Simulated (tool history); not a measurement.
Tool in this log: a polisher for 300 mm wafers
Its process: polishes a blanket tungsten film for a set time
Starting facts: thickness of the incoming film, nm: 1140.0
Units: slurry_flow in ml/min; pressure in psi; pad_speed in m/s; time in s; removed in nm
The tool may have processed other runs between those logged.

{"run": 1, "hour": 0.0, "slurry_flow": 130, "pressure": 4.2, "pad_speed": 1.1, "slurry_solids": 1.0, "time": 38, "removed": 262.96}
{"run": 2, "hour": 3.4, "slurry_flow": 130, "pressure": 4.0, "pad_speed": 1.1, "slurry_solids": 1.0, "time": 38, "removed": 246.51}
{"run": 3, "hour": 5.3, "slurry_flow": 130, "pressure": 3.9, "pad_speed": 1.1, "slurry_solids": 1.0, "time": 38, "removed": 243.51}
{"run": 4, "hour": 10.6, "slurry_flow": 130, "pressure": 3.9, "pad_speed": 1.2, "slurry_solids": 1.0, "time": 38, "removed": 263.14}
{"run": 5, "hour": 12.2, "slurry_flow": 160, "pressure": 3.9, "pad_speed": 1.2, "slurry_solids": 1.0, "time": 38, "removed": 273.78}
{"run": 6, "hour": 17.6, "slurry_flow": 160, "pressure": 4.5, "pad_speed": 1.2, "slurry_solids": 1.0, "time": 38, "removed": 305.97}
{"run": 7, "hour": 23.7, "slurry_flow": 160, "pressure": 4.2, "pad_speed": 1.2, "slurry_solids": 1.0, "time": 38, "removed": 290.69}
{"run": 8, "hour": 28.0, "slurry_flow": 160, "pressure": 3.9, "pad_speed": 1.2, "slurry_solids": 1.0, "time": 38, "removed": 273.36}

Run 9 comes next. What will it give?
{"run": 9, "hour": 37.1, "slurry_flow": 160, "pressure": 3.7, "pad_speed": 1.2, "slurry_solids": 1.0, "time": 38, "removed": "?"}

removed: 256.09 nm
